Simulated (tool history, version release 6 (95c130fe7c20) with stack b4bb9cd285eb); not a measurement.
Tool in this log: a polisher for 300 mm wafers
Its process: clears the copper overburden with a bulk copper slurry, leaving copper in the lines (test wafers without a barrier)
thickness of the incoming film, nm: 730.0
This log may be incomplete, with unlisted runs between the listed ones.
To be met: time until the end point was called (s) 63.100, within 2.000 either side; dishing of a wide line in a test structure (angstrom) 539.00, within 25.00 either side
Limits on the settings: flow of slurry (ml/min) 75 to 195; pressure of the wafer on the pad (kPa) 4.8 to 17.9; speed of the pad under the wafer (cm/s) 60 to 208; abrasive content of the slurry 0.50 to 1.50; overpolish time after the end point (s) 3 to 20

| run | hour | flow of slurry (ml/min) | pressure of the wafer on the pad (kPa) | speed of the pad under the wafer (cm/s) | abrasive content of the slurry | overpolish time after the end point (s) | time until the end point was called (s) | dishing of a wide line in a test structure (angstrom) |
|---|---|---|---|---|---|---|---|---|
| 1 | 0.0 | 125 | 11.0 | 134 | 1.00 | 10 | 111.920 | 393.66 |
| 2 | 5.7 | 130 | 11.7 | 134 | 1.00 | 10 | 105.060 | 408.83 |
| 3 | 14.6 | 135 | 12.4 | 134 | 1.00 | 10 | 98.400 | 434.14 |
| 4 | 22.2 | 140 | 13.1 | 134 | 1.00 | 10 | 93.045 | 456.09 |
| 5 | 23.3 | 140 | 13.1 | 134 | 1.10 | 10 | 92.212 | 463.29 |
| 6 | 26.6 | 140 | 13.8 | 134 | 1.10 | 10 | 87.886 | 471.57 |
| 7 | 30.2 | 145 | 14.5 | 134 | 1.10 | 10 | 84.421 | 490.52 |
| 8 | 33.3 | 145 | 15.2 | 134 | 1.10 | 10 | 79.524 | 496.01 |
| 9 | 36.2 | 175 | 17.9 | 134 | 1.10 | 9 | 65.962 | 532.22 |
| 10 | 37.2 | 175 | 17.9 | 136 | 1.10 | 9 | 65.413 | 539.76 |

Consider the 5 candidate settings below. Which is the only one whose results all fall within their allowed miss of target?
| A | 38.2 | 195 | 15.2 | 158 | 1.25 | 11 | ? | ? |
| B | 38.2 | 175 | 17.9 | 132 | 1.00 | 9 | ? | ? |
| C | 38.2 | 195 | 16.5 | 138 | 1.05 | 10 | ? | ? |
| D | 38.2 | 180 | 14.5 | 168 | 1.20 | 9 | ? | ? |
| E | 38.2 | 180 | 16.5 | 144 | 1.45 | 11 | ? | ? |

| move | time until the end point was called (s) | dishing of a wide line in a test structure (angstrom) |
|---|---|---|
| A | 64.269 | 594.56 |
| B | 69.636 | 521.68 |
| C | 70.075 | 547.42 |
| D | 64.428 | 532.54 |
| E | 63.643 | 604.46 |
A: brings the last run's worst result on target, with another outside its allowed miss
B: its largest miss is bigger than the last run's
C: its largest miss is bigger than the last run's
D: in spec on every target
E: brings the last run's worst result on target, with another outside its allowed miss
Move D is the one to make.
